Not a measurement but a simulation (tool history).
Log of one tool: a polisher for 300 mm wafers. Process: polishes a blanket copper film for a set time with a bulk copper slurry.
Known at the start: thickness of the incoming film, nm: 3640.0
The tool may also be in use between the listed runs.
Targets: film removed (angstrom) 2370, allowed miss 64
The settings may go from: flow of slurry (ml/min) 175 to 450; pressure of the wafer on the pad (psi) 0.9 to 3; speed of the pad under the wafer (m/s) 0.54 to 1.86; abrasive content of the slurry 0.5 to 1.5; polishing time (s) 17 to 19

run,day,flow of slurry (ml/min),pressure of the wafer on the pad (psi),speed of the pad under the wafer (m/s),abrasive content of the slurry,polishing time (s),film removed (angstrom)
1,0,290,1.9,1.18,1,19,1617.1
2,0.046,315,1.9,1.18,1,19,1636.6
3,0.246,315,1.9,1.18,0.8,19,1585.2
4,0.362,315,1.9,1.18,0.8,17,1385.8
5,0.717,315,2.1,1.18,0.8,17,1554.8
6,0.85,315,2.3,1.18,0.8,17,1687.5
7,1.058,315,2.5,1.2,0.8,17,1855.5
8,1.338,315,2.6,1.22,0.8,17,1954.9
9,1.654,315,2.7,1.22,0.8,17,2028.6
10,2.012,315,2.8,1.24,0.8,17,2113.8
11,2.204,315,2.8,1.26,0.8,17,2166.1

5 next moves are on the table. One of them brings every result within its allowed miss. Which?
A,2.396,450,1.8,1.5,1,18,?
B,2.396,295,2.9,1.04,1,17,?
C,2.396,325,2.7,1.18,0.9,19,?
D,2.396,340,2.7,1.22,0.85,17,?
E,2.396,280,3,1.2,0.9,18,?

move,film removed (angstrom)
A,1933.9
B,1947.9
C,2269.6
D,2082.8
E,2380
A: further off than the last run
B: further off than the last run
C: nearer than the last run, and not there yet
D: further off than the last run
E: meets every target
The right move is E.
